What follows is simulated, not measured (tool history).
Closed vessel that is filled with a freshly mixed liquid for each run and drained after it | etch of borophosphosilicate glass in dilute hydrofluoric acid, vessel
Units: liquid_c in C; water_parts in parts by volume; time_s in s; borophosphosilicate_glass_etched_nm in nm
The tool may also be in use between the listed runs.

run	hour	liquid_c	water_parts	time_s	borophosphosilicate_glass_etched_nm
1	0.0	22.0	175	300	50.433
2	0.6	20.5	190	300	42.872
3	2.6	24.0	190	300	49.161
4	11.3	24.0	165	300	58.242
5	15.5	21.0	165	300	51.726
6	22.0	19.5	185	300	43.015
7	27.2	18.5	195	300	38.699
8	34.5	18.0	205	300	35.988
9	40.1	17.5	210	300	33.803

Run 10 comes next. What will it give?
10	42.4	17.5	215	300	?

{"run 10": {"borophosphosilicate_glass_etched_nm": 33.143}}
